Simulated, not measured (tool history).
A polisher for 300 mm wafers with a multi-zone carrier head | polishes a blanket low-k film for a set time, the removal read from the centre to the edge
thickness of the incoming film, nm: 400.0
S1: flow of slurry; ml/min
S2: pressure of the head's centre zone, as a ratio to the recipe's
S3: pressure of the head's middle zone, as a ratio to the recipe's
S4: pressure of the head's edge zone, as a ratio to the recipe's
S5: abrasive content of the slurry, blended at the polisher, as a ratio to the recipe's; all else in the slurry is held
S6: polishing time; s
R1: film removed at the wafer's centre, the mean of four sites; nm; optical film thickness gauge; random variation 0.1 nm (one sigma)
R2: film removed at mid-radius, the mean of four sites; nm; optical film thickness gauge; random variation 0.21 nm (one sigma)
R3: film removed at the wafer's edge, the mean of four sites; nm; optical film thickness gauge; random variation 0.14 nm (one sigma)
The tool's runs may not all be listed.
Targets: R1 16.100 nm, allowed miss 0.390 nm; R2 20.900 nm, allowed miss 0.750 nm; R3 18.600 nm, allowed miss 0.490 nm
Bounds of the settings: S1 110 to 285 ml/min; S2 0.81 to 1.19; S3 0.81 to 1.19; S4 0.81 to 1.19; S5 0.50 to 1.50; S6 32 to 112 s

run 1 hour=0.0 | S1=180 S2=1.00 S3=1.00 S4=1.00 S5=1.00 S6=72 | R1=23.409 R2=23.494 R3=23.300
run 2 hour=3.5 | S1=180 S2=1.00 S3=1.00 S4=1.00 S5=0.85 S6=72 | R1=22.166 R2=22.457 R3=21.741
run 3 hour=9.0 | S1=180 S2=1.00 S3=0.91 S4=1.00 S5=0.85 S6=72 | R1=22.236 R2=20.629 R3=21.761
run 4 hour=15.7 | S1=170 S2=0.95 S3=0.94 S4=0.97 S5=0.80 S6=72 | R1=20.314 R2=20.818 R3=20.649
run 5 hour=16.3 | S1=160 S2=0.92 S3=0.95 S4=0.96 S5=0.80 S6=72 | R1=19.357 R2=20.643 R3=20.622
run 6 hour=20.4 | S1=190 S2=0.92 S3=0.95 S4=0.96 S5=0.80 S6=72 | R1=19.754 R2=21.536 R3=20.867
run 7 hour=22.4 | S1=140 S2=0.82 S3=1.05 S4=0.86 S5=0.65 S6=72 | R1=15.508 R2=20.027 R3=17.538
run 8 hour=23.8 | S1=150 S2=0.82 S3=1.05 S4=0.87 S5=0.65 S6=72 | R1=15.679 R2=20.403 R3=17.794
run 9 hour=26.9 | S1=155 S2=0.82 S3=1.05 S4=0.88 S5=0.65 S6=72 | R1=15.857 R2=20.555 R3=17.931

5 next moves are on the table. One of them brings every result within its allowed miss. Which?
run A hour=30.0 | S1=135 S2=0.82 S3=1.05 S4=0.89 S5=0.70 S6=74 | R1=? R2=? R3=?
run B hour=30.0 | S1=130 S2=0.81 S3=1.06 S4=0.84 S5=0.50 S6=82 | R1=? R2=? R3=?
run C hour=30.0 | S1=175 S2=0.85 S3=1.06 S4=0.87 S5=0.70 S6=66 | R1=? R2=? R3=?
run D hour=30.0 | S1=165 S2=0.84 S3=1.09 S4=0.83 S5=0.65 S6=71 | R1=? R2=? R3=?
run E hour=30.0 | S1=250 S2=0.86 S3=1.05 S4=0.86 S5=0.65 S6=65 | R1=? R2=? R3=?

move=A R1=16.113 R2=20.785 R3=18.851
move=B R1=15.243 R2=20.097 R3=17.684
move=C R1=15.855 R2=19.741 R3=17.315
move=D R1=16.166 R2=20.887 R3=17.579
move=E R1=16.273 R2=19.742 R3=17.136
A: meets every target
B: further off than the last run
C: further off than the last run
D: further off than the last run
E: further off than the last run
Move A is the one to make.
